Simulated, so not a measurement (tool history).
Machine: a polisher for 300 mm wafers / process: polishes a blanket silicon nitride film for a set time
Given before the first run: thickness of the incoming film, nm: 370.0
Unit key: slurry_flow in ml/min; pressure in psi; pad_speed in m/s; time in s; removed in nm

run	hour	slurry_flow	pressure	pad_speed	time	removed
1	0.0	280	3.4	1.42	85	202.54
2	1.0	280	3.2	1.42	85	194.49
3	5.9	280	3.8	1.42	85	216.01
4	6.7	280	3.4	1.40	85	197.81
5	10.9	250	3.4	1.40	85	198.07
6	12.8	250	3.4	1.40	90	213.04
7	18.4	250	3.1	1.38	90	193.36
8	22.5	250	2.9	1.38	90	190.08

For run 9, what comes out?
9	26.4	250	2.7	1.38	90	?

removed: 177.71 nm

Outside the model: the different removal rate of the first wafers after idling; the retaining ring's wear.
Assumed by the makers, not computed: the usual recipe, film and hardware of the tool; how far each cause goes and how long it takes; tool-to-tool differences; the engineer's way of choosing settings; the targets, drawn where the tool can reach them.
